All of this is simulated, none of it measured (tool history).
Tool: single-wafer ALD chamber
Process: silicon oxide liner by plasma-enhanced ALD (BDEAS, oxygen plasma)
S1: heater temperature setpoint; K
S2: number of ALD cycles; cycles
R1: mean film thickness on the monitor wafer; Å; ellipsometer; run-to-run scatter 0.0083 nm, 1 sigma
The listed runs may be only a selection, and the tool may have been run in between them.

run,hour,S1,S2,R1
1,0,593.15,74,56.772
2,3.9,594.15,70,53.628
3,10.2,589.15,70,53.906
4,11,589.15,61,46.99
5,20,589.15,60,46.231
6,21.7,589.15,50,38.539
7,26.5,588.15,51,39.463
8,33.3,587.15,51,39.424

Expected results for the next run?
9,36.2,587.15,52,?

{"run 9": {"R1": 40.24}}
